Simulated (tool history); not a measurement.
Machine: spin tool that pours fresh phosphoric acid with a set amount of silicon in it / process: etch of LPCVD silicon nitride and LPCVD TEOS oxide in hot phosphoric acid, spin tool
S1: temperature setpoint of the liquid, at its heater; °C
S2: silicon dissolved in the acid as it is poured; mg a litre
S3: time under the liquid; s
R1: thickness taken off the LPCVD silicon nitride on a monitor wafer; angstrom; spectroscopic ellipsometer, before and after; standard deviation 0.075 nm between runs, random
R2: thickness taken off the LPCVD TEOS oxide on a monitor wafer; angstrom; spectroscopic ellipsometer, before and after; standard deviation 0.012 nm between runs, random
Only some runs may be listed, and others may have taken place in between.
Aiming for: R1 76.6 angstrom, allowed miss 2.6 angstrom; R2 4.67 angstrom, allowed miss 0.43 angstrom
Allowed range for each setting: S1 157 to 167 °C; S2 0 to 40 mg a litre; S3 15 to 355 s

Run 1, day 0: S1 162 °C, S2 17.5 mg a litre, S3 180 s. Result: R1 191.57 angstrom, R2 9.1073 angstrom.
Run 2, day 0.046: S1 161 °C, S2 17.5 mg a litre, S3 180 s. Result: R1 187.81 angstrom, R2 8.4762 angstrom.
Run 3, day 0.404: S1 161 °C, S2 15.5 mg a litre, S3 150 s. Result: R1 156.9 angstrom, R2 7.5425 angstrom.
Run 4, day 0.471: S1 161 °C, S2 13.5 mg a litre, S3 130 s. Result: R1 136.32 angstrom, R2 7.2526 angstrom.
Run 5, day 0.75: S1 162 °C, S2 13.5 mg a litre, S3 130 s. Result: R1 139.51 angstrom, R2 7.6585 angstrom.
Run 6, day 1.1: S1 161.5 °C, S2 13.5 mg a litre, S3 130 s. Result: R1 137.56 angstrom, R2 7.11 angstrom.
Run 7, day 1.262: S1 161 °C, S2 12 mg a litre, S3 115 s. Result: R1 118.7 angstrom, R2 6.7343 angstrom.
Run 8, day 1.596: S1 160.5 °C, S2 11.5 mg a litre, S3 105 s. Result: R1 108.2 angstrom, R2 5.642 angstrom.
Run 9, day 1.888: S1 160 °C, S2 9.5 mg a litre, S3 100 s. Result: R1 101.19 angstrom, R2 5.1979 angstrom.
Run 10, day 1.938: S1 160 °C, S2 8 mg a litre, S3 95 s. Result: R1 95.676 angstrom, R2 5.4368 angstrom.
Run 11, day 2.262: S1 159.5 °C, S2 6.5 mg a litre, S3 95 s. Result: R1 94.111 angstrom, R2 5.4628 angstrom.
Run 12, day 2.542: S1 159 °C, S2 5.5 mg a litre, S3 95 s. Result: R1 93.248 angstrom, R2 5.2824 angstrom.
Run 13, day 2.692: S1 158 °C, S2 0 mg a litre, S3 55 s. Result: R1 52.089 angstrom, R2 3.0825 angstrom.
Run 14, day 3.042: S1 159 °C, S2 1.5 mg a litre, S3 55 s. Result: R1 52.664 angstrom, R2 3.3321 angstrom.
Run 15, day 3.15: S1 161.5 °C, S2 12.5 mg a litre, S3 125 s. Result: R1 133.4 angstrom, R2 7.3141 angstrom.
Run 16, day 3.304: S1 161 °C, S2 10 mg a litre, S3 120 s. Result: R1 125.5 angstrom, R2 7.2758 angstrom.
Run 17, day 3.633: S1 160.5 °C, S2 8 mg a litre, S3 115 s. Result: R1 117.4 angstrom, R2 6.5484 angstrom.
Run 18, day 3.846: S1 160 °C, S2 6.5 mg a litre, S3 110 s. Result: R1 111.22 angstrom, R2 6.6706 angstrom.
Run 19, day 4.15: S1 159.5 °C, S2 5.5 mg a litre, S3 105 s. Result: R1 103.47 angstrom, R2 6.1806 angstrom.
Run 20, day 4.196: S1 159.5 °C, S2 5 mg a litre, S3 100 s. Result: R1 100.24 angstrom, R2 5.4337 angstrom.
Run 21, day 4.296: S1 160 °C, S2 6.5 mg a litre, S3 95 s. Result: R1 95.343 angstrom, R2 5.5194 angstrom.
Run 22, day 4.462: S1 159.5 °C, S2 5.5 mg a litre, S3 95 s. Result: R1 96.378 angstrom, R2 5.3978 angstrom.
Run 23, day 4.529: S1 159.5 °C, S2 5 mg a litre, S3 90 s. Result: R1 89.445 angstrom, R2 5.1674 angstrom.
Run 24, day 4.583: S1 159.5 °C, S2 4 mg a litre, S3 90 s. Result: R1 88.404 angstrom, R2 5.302 angstrom.
Run 25, day 4.679: S1 157.5 °C, S2 0.5 mg a litre, S3 70 s. Result: R1 65.229 angstrom, R2 3.8902 angstrom.
Run 26, day 4.967: S1 157.5 °C, S2 0.5 mg a litre, S3 70 s. Result: R1 64.552 angstrom, R2 3.8205 angstrom.

Which of these 5 next moves meets every target?
Run A, day 5.254: S1 158 °C, S2 4.5 mg a litre, S3 90 s. Result: R1 ?, R2 ?.
Run B, day 5.254: S1 157 °C, S2 2 mg a litre, S3 90 s. Result: R1 ?, R2 ?.
Run C, day 5.254: S1 158 °C, S2 10.5 mg a litre, S3 55 s. Result: R1 ?, R2 ?.
Run D, day 5.254: S1 157 °C, S2 0 mg a litre, S3 85 s. Result: R1 ?, R2 ?.
Run E, day 5.254: S1 161.5 °C, S2 1 mg a litre, S3 65 s. Result: R1 ?, R2 ?.

move      R1      R2
   A  85.697   4.762
   B  82.835  4.6368
   C  52.371  2.5644
   D  78.233  4.5445
   E  69.622  4.7679
A: moves the result that the last run missed by most past its target, out the other side
B: moves the result that the last run missed by most past its target, out the other side
C: misses by more than the last run did
D: meets every target
E: nearer than the last run, and not there yet
D is the move that brings every result within its allowed miss.
